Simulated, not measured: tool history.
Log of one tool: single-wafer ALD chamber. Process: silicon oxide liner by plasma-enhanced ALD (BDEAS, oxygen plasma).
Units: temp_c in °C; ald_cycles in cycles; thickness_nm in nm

| run | hour | temp_c | ald_cycles | thickness_nm |
|---|---|---|---|---|
| 1 | 0.0 | 310 | 34 | 3.2044 |
| 2 | 7.3 | 318 | 34 | 3.1298 |
| 3 | 14.2 | 318 | 39 | 3.5929 |
| 4 | 17.0 | 320 | 36 | 3.3254 |
| 5 | 18.6 | 312 | 36 | 3.3451 |
| 6 | 26.1 | 312 | 40 | 3.7039 |
| 7 | 33.4 | 313 | 37 | 3.4388 |

Forecast run 8:
| 8 | 39.6 | 314 | 35 | ? |

Run 8 gave thickness_nm 3.2458 nm.
